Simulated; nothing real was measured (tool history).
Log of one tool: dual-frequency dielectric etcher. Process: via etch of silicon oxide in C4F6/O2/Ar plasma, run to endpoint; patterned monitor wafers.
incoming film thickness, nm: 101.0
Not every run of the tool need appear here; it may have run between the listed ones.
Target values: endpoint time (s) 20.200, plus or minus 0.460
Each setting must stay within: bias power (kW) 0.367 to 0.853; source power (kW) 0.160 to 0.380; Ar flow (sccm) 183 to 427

run  hour  bias power (kW)  source power (kW)  Ar flow (sccm)  endpoint time (s)
  1   0.0            0.610              0.270             305             24.609
  2   5.7            0.651              0.280             302             23.268
  3  14.1            0.752              0.280             302             21.674
  4  17.1            0.768              0.280             302             21.595
  5  19.0            0.768              0.280             261             21.272
  6  25.0            0.670              0.280             261             23.008
  7  26.2            0.700              0.280             261             22.348
  8  34.2            0.700              0.280             261             22.403
  9  38.1            0.724              0.280             261             22.054
 10  38.7            0.745              0.280             261             21.657

Exactly one of the 4 candidate moves below puts every result within its allowed miss. Which one?
  A  39.3            0.853              0.280             285                  ?
  B  39.3            0.639              0.370             277                  ?
  C  39.3            0.837              0.320             234                  ?
  D  39.3            0.764              0.290             277                  ?

move  endpoint time (s)
   A             20.424
   B             21.144
   C             19.379
   D             21.248
A: all results land within tolerance of their targets
B: gains on the last run, yet a result remains outside its allowed miss
C: takes the result that was furthest off past its target
D: gains on the last run, yet a result remains outside its allowed miss
Go with A: it meets all targets.
